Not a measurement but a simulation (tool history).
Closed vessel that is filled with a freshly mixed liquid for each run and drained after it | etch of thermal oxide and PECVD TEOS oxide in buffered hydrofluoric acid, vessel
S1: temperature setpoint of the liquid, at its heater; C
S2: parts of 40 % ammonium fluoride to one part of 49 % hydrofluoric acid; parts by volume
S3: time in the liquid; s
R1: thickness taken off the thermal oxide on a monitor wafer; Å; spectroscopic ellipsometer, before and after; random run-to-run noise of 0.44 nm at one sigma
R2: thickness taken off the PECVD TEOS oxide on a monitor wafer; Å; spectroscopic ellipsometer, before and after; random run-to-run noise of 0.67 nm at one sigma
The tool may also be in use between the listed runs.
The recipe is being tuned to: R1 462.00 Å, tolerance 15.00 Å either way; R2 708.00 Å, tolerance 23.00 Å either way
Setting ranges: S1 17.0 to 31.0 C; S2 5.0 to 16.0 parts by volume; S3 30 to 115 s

run 1 hour=0.0 | S1=23.0 S2=9.5 S3=60 | R1=715.88 R2=1079.20
run 2 hour=3.9 | S1=23.0 S2=9.5 S3=75 | R1=905.35 R2=1344.10
run 3 hour=5.5 | S1=23.0 S2=12.5 S3=75 | R1=708.10 R2=1100.50
run 4 hour=10.3 | S1=22.0 S2=12.5 S3=75 | R1=668.72 R2=1021.00
run 5 hour=18.8 | S1=25.0 S2=12.5 S3=75 | R1=799.01 R2=1190.40
run 6 hour=26.7 | S1=24.0 S2=13.0 S3=75 | R1=722.93 R2=1122.90
run 7 hour=29.8 | S1=23.0 S2=13.0 S3=75 | R1=685.37 R2=1047.60
run 8 hour=36.8 | S1=22.0 S2=13.0 S3=75 | R1=645.43 R2=985.92
run 9 hour=45.0 | S1=21.0 S2=13.0 S3=75 | R1=622.47 R2=929.85
run 10 hour=49.4 | S1=20.5 S2=13.5 S3=75 | R1=567.10 R2=874.58
run 11 hour=51.0 | S1=20.0 S2=13.5 S3=75 | R1=553.00 R2=837.64
run 12 hour=58.1 | S1=19.5 S2=13.5 S3=75 | R1=534.44 R2=826.59
run 13 hour=63.5 | S1=19.0 S2=13.5 S3=75 | R1=526.07 R2=803.78
run 14 hour=66.7 | S1=18.5 S2=13.5 S3=75 | R1=512.76 R2=792.06
run 15 hour=75.9 | S1=17.5 S2=13.5 S3=75 | R1=487.03 R2=745.57

Exercise: of the 5 proposed moves below, exactly one satisfies all targets within the stated allowed misses. Which move is it?
run A hour=85.1 | S1=17.0 S2=14.0 S3=70 | R1=? R2=?
run B hour=85.1 | S1=17.0 S2=12.0 S3=60 | R1=? R2=?
run C hour=85.1 | S1=17.0 S2=14.5 S3=75 | R1=? R2=?
run D hour=85.1 | S1=23.0 S2=15.5 S3=60 | R1=? R2=?
run E hour=85.1 | S1=17.0 S2=5.5 S3=30 | R1=? R2=?

move=A R1=425.84 R2=646.30
move=B R1=424.39 R2=644.10
move=C R1=440.80 R2=669.00
move=D R1=462.37 R2=701.74
move=E R1=432.41 R2=656.26
A: takes the result that was furthest off past its target
B: takes the result that was furthest off past its target
C: takes the result that was furthest off past its target
D: all results land within tolerance of their targets
E: takes the result that was furthest off past its target
The move that meets every target is D.
